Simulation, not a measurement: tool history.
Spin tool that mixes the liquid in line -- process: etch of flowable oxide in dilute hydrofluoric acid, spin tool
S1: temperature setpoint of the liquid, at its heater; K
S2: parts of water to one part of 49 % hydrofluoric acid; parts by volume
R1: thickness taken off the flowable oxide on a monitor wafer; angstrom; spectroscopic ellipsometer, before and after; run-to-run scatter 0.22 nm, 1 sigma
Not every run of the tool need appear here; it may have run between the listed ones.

Run 1, hour 0.0: S1 298.15 K, S2 50 parts by volume, time under the liquid (s) 15. Result: R1 174.16 angstrom.
Run 2, hour 0.8: S1 298.15 K, S2 50 parts by volume, time under the liquid (s) 15. Result: R1 174.82 angstrom.
Run 3, hour 4.1: S1 295.65 K, S2 50 parts by volume, time under the liquid (s) 15. Result: R1 158.29 angstrom.
Run 4, hour 8.7: S1 297.65 K, S2 50 parts by volume, time under the liquid (s) 15. Result: R1 172.36 angstrom.
Run 5, hour 14.3: S1 297.65 K, S2 50 parts by volume, time under the liquid (s) 15. Result: R1 172.98 angstrom.
Run 6, hour 15.3: S1 297.65 K, S2 40 parts by volume, time under the liquid (s) 15. Result: R1 217.91 angstrom.
Run 7, hour 20.5: S1 299.15 K, S2 40 parts by volume, time under the liquid (s) 15. Result: R1 231.01 angstrom.
Run 8, hour 29.2: S1 300.15 K, S2 40 parts by volume, time under the liquid (s) 15. Result: R1 241.98 angstrom.
Run 9, hour 36.4: S1 301.15 K, S2 40 parts by volume, time under the liquid (s) 15. Result: R1 250.06 angstrom.
Run 10, hour 41.7: S1 302.15 K, S2 40 parts by volume, time under the liquid (s) 15. Result: R1 261.85 angstrom.

Run 11 is up next; what results do you expect?
Run 11, hour 47.9: S1 302.65 K, S2 40 parts by volume, time under the liquid (s) 15. Result: R1 ?.

Run 11 gave R1 271.61 angstrom.
